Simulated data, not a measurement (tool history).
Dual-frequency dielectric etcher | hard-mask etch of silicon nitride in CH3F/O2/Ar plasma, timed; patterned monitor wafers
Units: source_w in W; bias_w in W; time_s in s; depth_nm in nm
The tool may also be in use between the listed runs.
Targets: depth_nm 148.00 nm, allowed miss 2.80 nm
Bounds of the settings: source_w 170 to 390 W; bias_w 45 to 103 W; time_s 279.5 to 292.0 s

{"run": 1, "hour": 0.0, "source_w": 280, "bias_w": 74, "time_s": 279.5, "depth_nm": 177.47}
{"run": 2, "hour": 3.0, "source_w": 280, "bias_w": 74, "time_s": 292.0, "depth_nm": 185.95}
{"run": 3, "hour": 7.2, "source_w": 280, "bias_w": 74, "time_s": 292.0, "depth_nm": 184.75}
{"run": 4, "hour": 9.7, "source_w": 280, "bias_w": 74, "time_s": 279.5, "depth_nm": 176.4}
{"run": 5, "hour": 14.1, "source_w": 280, "bias_w": 74, "time_s": 279.5, "depth_nm": 177.85}
{"run": 6, "hour": 20.4, "source_w": 320, "bias_w": 74, "time_s": 279.5, "depth_nm": 186.72}
{"run": 7, "hour": 22.7, "source_w": 290, "bias_w": 72, "time_s": 279.5, "depth_nm": 176.89}
{"run": 8, "hour": 30.5, "source_w": 270, "bias_w": 71, "time_s": 279.5, "depth_nm": 173.15}
{"run": 9, "hour": 32.7, "source_w": 250, "bias_w": 68, "time_s": 279.5, "depth_nm": 166.63}
{"run": 10, "hour": 33.6, "source_w": 240, "bias_w": 66, "time_s": 279.5, "depth_nm": 164.14}
{"run": 11, "hour": 41.0, "source_w": 230, "bias_w": 64, "time_s": 279.5, "depth_nm": 159.17}
{"run": 12, "hour": 45.6, "source_w": 220, "bias_w": 63, "time_s": 279.5, "depth_nm": 156.32}
{"run": 13, "hour": 51.4, "source_w": 210, "bias_w": 63, "time_s": 279.5, "depth_nm": 154.62}
{"run": 14, "hour": 52.8, "source_w": 200, "bias_w": 63, "time_s": 279.5, "depth_nm": 152.04}

Which of these 4 next moves meets every target?
{"run": "A", "hour": 54.2, "source_w": 210, "bias_w": 66, "time_s": 287.5, "depth_nm": "?"}
{"run": "B", "hour": 54.2, "source_w": 220, "bias_w": 54, "time_s": 292.0, "depth_nm": "?"}
{"run": "C", "hour": 54.2, "source_w": 200, "bias_w": 59, "time_s": 287.5, "depth_nm": "?"}
{"run": "D", "hour": 54.2, "source_w": 170, "bias_w": 64, "time_s": 289.5, "depth_nm": "?"}

move=A depth_nm=160.48
move=B depth_nm=159.91
move=C depth_nm=154.23
move=D depth_nm=148.27
A: further off than the last run
B: further off than the last run
C: further off than the last run
D: meets every target
Move D is the one to make.
